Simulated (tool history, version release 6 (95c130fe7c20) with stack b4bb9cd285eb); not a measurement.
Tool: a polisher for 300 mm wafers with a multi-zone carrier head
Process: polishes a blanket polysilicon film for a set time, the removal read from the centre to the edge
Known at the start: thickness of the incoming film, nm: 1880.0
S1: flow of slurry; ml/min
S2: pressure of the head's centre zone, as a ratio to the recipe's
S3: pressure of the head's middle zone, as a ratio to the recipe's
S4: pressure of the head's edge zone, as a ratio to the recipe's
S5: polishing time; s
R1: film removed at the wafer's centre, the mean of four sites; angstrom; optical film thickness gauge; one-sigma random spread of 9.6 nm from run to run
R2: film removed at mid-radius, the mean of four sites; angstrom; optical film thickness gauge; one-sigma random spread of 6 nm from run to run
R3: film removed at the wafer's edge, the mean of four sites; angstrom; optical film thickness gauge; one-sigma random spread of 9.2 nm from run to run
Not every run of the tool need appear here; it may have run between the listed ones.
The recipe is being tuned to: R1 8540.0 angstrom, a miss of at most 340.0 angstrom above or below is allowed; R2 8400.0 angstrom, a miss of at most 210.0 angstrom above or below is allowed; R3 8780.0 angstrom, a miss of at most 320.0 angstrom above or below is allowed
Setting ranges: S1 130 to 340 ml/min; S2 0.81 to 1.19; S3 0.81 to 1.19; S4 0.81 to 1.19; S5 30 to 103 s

{"run": 1, "hour": 0.0, "S1": 220, "S2": 1.0, "S3": 1.0, "S4": 1.0, "S5": 66, "R1": 6880.8, "R2": 6644.7, "R3": 6880.5}
{"run": 2, "hour": 6.6, "S1": 220, "S2": 1.0, "S3": 0.94, "S4": 1.0, "S5": 66, "R1": 6917.2, "R2": 6377.4, "R3": 6900.3}
{"run": 3, "hour": 12.5, "S1": 225, "S2": 1.01, "S3": 0.96, "S4": 1.02, "S5": 68, "R1": 7264.5, "R2": 6732.5, "R3": 7296.4}
{"run": 4, "hour": 18.9, "S1": 225, "S2": 1.01, "S3": 0.96, "S4": 1.02, "S5": 60, "R1": 6352.8, "R2": 5849.6, "R3": 6296.8}
{"run": 5, "hour": 23.1, "S1": 225, "S2": 1.01, "S3": 1.02, "S4": 1.02, "S5": 60, "R1": 6400.7, "R2": 6211.2, "R3": 6469.2}
{"run": 6, "hour": 28.7, "S1": 225, "S2": 1.09, "S3": 1.02, "S4": 1.02, "S5": 60, "R1": 6753.9, "R2": 6199.7, "R3": 6312.6}
{"run": 7, "hour": 29.5, "S1": 235, "S2": 1.09, "S3": 1.03, "S4": 1.04, "S5": 62, "R1": 7068.1, "R2": 6516.1, "R3": 6620.1}
{"run": 8, "hour": 32.0, "S1": 240, "S2": 1.09, "S3": 1.04, "S4": 1.06, "S5": 64, "R1": 7227.8, "R2": 6745.2, "R3": 6995.8}
{"run": 9, "hour": 36.9, "S1": 245, "S2": 1.1, "S3": 1.06, "S4": 1.08, "S5": 65, "R1": 7548.3, "R2": 7026.8, "R3": 7136.4}
{"run": 10, "hour": 41.5, "S1": 250, "S2": 1.09, "S3": 1.07, "S4": 1.1, "S5": 66, "R1": 7726.4, "R2": 7169.5, "R3": 7411.6}
{"run": 11, "hour": 43.0, "S1": 255, "S2": 1.08, "S3": 1.08, "S4": 1.11, "S5": 67, "R1": 7795.2, "R2": 7319.1, "R3": 7563.6}
{"run": 12, "hour": 47.1, "S1": 260, "S2": 1.07, "S3": 1.09, "S4": 1.12, "S5": 68, "R1": 7703.0, "R2": 7573.9, "R3": 7602.6}
{"run": 13, "hour": 49.4, "S1": 255, "S2": 1.07, "S3": 1.09, "S4": 1.13, "S5": 69, "R1": 7930.8, "R2": 7627.4, "R3": 7938.5}
{"run": 14, "hour": 57.2, "S1": 255, "S2": 1.07, "S3": 1.1, "S4": 1.14, "S5": 70, "R1": 8047.6, "R2": 7818.0, "R3": 7912.4}

Which one of the following 5 next-run settings gets every result inside its allowed miss? There is exactly one.
{"run": "A", "hour": 65.0, "S1": 270, "S2": 1.02, "S3": 0.93, "S4": 1.19, "S5": 82, "R1": "?", "R2": "?", "R3": "?"}
{"run": "B", "hour": 65.0, "S1": 205, "S2": 1.06, "S3": 1.1, "S4": 1.18, "S5": 78, "R1": "?", "R2": "?", "R3": "?"}
{"run": "C", "hour": 65.0, "S1": 205, "S2": 0.9, "S3": 1.04, "S4": 1.19, "S5": 82, "R1": "?", "R2": "?", "R3": "?"}
{"run": "D", "hour": 65.0, "S1": 250, "S2": 1.15, "S3": 1.03, "S4": 1.07, "S5": 75, "R1": "?", "R2": "?", "R3": "?"}
{"run": "E", "hour": 65.0, "S1": 250, "S2": 0.98, "S3": 1.14, "S4": 1.08, "S5": 73, "R1": "?", "R2": "?", "R3": "?"}

move=A R1=9118.7 R2=7989.4 R3=9523.9
move=B R1=8607.1 R2=8440.5 R3=8753.3
move=C R1=7897.7 R2=8464.6 R3=9250.5
move=D R1=9140.7 R2=7887.4 R3=8181.4
move=E R1=7784.0 R2=8378.6 R3=7988.7
A: nearer the targets than the last run, but a result is still out of spec
B: meets every target
C: brings the result that was furthest off to its target, and leaves another outside
D: nearer the targets than the last run, but a result is still out of spec
E: brings the result that was furthest off to its target, and leaves another outside
B meets every target.

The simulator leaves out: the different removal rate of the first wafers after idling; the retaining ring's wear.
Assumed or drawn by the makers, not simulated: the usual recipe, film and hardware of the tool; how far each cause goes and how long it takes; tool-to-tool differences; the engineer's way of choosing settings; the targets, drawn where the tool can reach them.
